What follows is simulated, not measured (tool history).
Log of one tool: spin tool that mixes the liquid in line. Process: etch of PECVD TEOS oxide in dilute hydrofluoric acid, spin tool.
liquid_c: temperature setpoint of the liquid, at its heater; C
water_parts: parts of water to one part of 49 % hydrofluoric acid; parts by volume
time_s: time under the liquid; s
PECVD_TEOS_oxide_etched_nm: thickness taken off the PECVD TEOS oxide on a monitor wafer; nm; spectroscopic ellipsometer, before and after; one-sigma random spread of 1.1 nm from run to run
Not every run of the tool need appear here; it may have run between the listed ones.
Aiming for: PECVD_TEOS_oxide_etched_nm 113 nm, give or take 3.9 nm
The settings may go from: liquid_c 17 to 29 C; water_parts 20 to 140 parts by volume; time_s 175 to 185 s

run    day  liquid_c  water_parts  time_s  PECVD_TEOS_oxide_etched_nm
  1      0        21           75     175                      42.092
  2  0.092        21           75     175                      41.614
  3  0.383        21           75     185                      43.591
  4  0.617        21           55     185                      61.634
  5  0.683        21           55     185                      61.078
  6  0.988        21           80     185                      40.746
  7  1.179        23           70     185                       52.65
  8  1.233      24.5           60     185                      63.992
  9  1.562      25.5           55     185                      75.306
 10  1.625      26.5           50     185                      85.216
 11   1.65        27           45     185                      96.574
 12  1.733        29           40     185                      119.74
 13  2.017      28.5           40     185                      118.29

Exercise: of the 5 proposed moves below, exactly one satisfies all targets within the stated allowed misses. Which move is it?
  A  2.3        26           35     185                           ?
  B  2.3        29           40     185                           ?
  C  2.3      25.5           35     185                           ?
  D  2.3      27.5           40     185                           ?
  E  2.3      26.5           35     185                           ?

move  PECVD_TEOS_oxide_etched_nm
   A                      123.61
   B                      121.23
   C                      121.09
   D                      114.14
   E                      126.17
A: misses by more than the last run did
B: misses by more than the last run did
C: misses by more than the last run did
D: meets every target
E: misses by more than the last run did
Move D is the one to make.
